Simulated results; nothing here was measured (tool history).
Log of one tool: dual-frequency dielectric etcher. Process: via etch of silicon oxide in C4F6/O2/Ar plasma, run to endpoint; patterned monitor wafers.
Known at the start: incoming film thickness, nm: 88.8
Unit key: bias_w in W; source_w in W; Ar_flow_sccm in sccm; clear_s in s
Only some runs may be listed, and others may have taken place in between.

| run | hour | bias_w | source_w | Ar_flow_sccm | clear_s |
|---|---|---|---|---|---|
| 1 | 0 | 478 | 300 | 364 | 23.509 |
| 2 | 6.8 | 478 | 300 | 411 | 23.928 |
| 3 | 12.2 | 538 | 300 | 411 | 22.049 |
| 4 | 18.9 | 496 | 300 | 411 | 23.451 |
| 5 | 25.5 | 496 | 300 | 353 | 23.088 |
| 6 | 29.1 | 506 | 300 | 353 | 22.688 |
| 7 | 31.9 | 514 | 300 | 353 | 22.731 |

What will run 8 give?
| 8 | 32.9 | 523 | 300 | 353 | ? |

{"run 8": {"clear_s": 22.151}}
